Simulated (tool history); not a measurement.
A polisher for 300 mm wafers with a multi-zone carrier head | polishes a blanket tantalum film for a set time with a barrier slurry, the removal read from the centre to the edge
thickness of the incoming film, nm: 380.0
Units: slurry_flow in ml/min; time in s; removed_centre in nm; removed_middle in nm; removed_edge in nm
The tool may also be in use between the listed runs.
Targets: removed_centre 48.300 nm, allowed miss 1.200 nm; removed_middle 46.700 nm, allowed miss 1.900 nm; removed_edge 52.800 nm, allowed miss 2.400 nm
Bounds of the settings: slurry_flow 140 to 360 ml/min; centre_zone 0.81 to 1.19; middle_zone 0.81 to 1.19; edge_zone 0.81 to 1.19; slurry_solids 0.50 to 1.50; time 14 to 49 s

run,hour,slurry_flow,centre_zone,middle_zone,edge_zone,slurry_solids,time,removed_centre,removed_middle,removed_edge
1,0.0,230,1.00,1.00,1.00,1.00,31,61.512,58.767,60.869
2,7.0,230,0.92,1.00,1.00,1.00,31,55.666,59.600,60.804
3,10.0,230,0.99,1.00,1.00,1.00,31,59.706,60.691,60.212
4,17.2,230,0.99,1.00,1.06,1.00,31,60.990,59.902,60.639
5,19.4,230,0.99,1.00,1.06,1.10,31,62.636,61.851,64.283
6,26.8,230,0.99,0.92,1.06,1.10,31,62.806,57.305,64.080
7,34.3,225,0.97,0.91,1.05,1.00,31,58.320,55.184,61.347
8,38.8,220,0.96,0.90,1.04,0.95,31,57.022,52.437,59.225
9,43.7,215,0.95,0.90,1.03,0.90,31,55.399,53.350,57.886
10,47.3,205,0.91,0.81,1.05,0.65,29,41.308,38.130,47.056
11,49.1,220,0.92,0.84,1.06,0.65,29,43.102,39.238,46.709
12,56.2,215,0.92,0.85,1.06,0.70,29,45.096,42.529,48.381
13,57.6,215,0.92,0.85,1.07,0.75,29,45.956,42.689,51.580
14,58.8,220,0.92,0.86,1.07,0.75,29,46.662,42.684,51.778
15,61.8,250,0.91,0.96,1.07,0.80,29,47.643,50.476,52.926
16,68.9,245,0.91,0.95,1.07,0.80,29,48.295,48.937,53.695
17,70.5,230,0.92,0.92,1.05,0.75,29,46.510,45.939,50.667
18,73.4,235,0.92,0.92,1.06,0.75,29,46.311,45.681,51.670

Which of these 4 next moves meets every target?
A,76.3,225,0.92,1.11,0.93,0.95,25,?,?,?
B,76.3,220,0.88,0.91,1.07,0.65,32,?,?,?
C,76.3,280,0.91,0.89,1.15,0.85,30,?,?,?
D,76.3,275,0.94,0.92,1.11,0.60,33,?,?,?

move,removed_centre,removed_middle,removed_edge
A,43.847,51.468,46.463
B,44.621,46.395,53.186
C,51.099,50.259,60.491
D,48.171,47.130,54.200
A: further off than the last run
B: further off than the last run
C: takes the result that was furthest off past its target
D: meets every target
Move D is the one to make.

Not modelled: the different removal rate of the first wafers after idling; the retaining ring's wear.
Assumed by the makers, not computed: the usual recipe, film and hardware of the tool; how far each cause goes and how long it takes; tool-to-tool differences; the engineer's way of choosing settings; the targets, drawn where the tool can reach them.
